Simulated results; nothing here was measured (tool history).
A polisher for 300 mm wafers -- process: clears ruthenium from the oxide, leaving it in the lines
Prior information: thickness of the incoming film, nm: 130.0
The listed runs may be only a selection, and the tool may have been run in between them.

run    day  flow of slurry (ml/min)  pressure of the wafer on the pad (psi)  speed of the pad under the wafer (cm/s)  overpolish time after the end point (s)  time until the end point was called (s)
  1      0                      305                                     2.2                                      110                                        3                                     89.5
  2  0.208                      305                                     2.2                                      136                                        3                                   72.578
  3  0.462                      305                                     2.2                                      136                                        3                                   70.877
  4  0.817                      300                                     1.8                                      126                                        3                                    92.99
  5  1.025                      300                                     1.8                                      126                                        3                                   91.111
  6  1.342                      300                                     1.8                                      126                                        3                                   93.341
  7  1.662                      300                                     1.5                                      120                                        3                                   120.34

Predict the results of run 8:
  8  1.912                      300                                     1.4                                      120                                        3                                        ?

Run 8 produced time until the end point was called (s) 120.82.
